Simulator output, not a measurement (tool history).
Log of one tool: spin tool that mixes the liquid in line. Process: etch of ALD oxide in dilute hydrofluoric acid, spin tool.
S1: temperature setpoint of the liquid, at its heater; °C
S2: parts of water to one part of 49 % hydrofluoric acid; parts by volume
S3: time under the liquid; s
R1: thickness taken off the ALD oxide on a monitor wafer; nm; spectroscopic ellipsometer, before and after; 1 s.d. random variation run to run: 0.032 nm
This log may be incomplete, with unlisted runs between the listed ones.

run  hour    S1   S2  S3      R1
  1   0.0  23.0  165  25  2.4167
  2   6.3  23.0  165  25  2.3861
  3   6.8  23.0  120  25  3.4677
  4  10.6  24.0  120  25  3.5783
  5  18.6  24.0  120  25  3.5697
  6  23.8  25.0  120  25  3.7458

What does the tool deliver on the next run?
  7  32.2  25.5  120  25   ?

Run 7 gave R1 3.8605 nm.
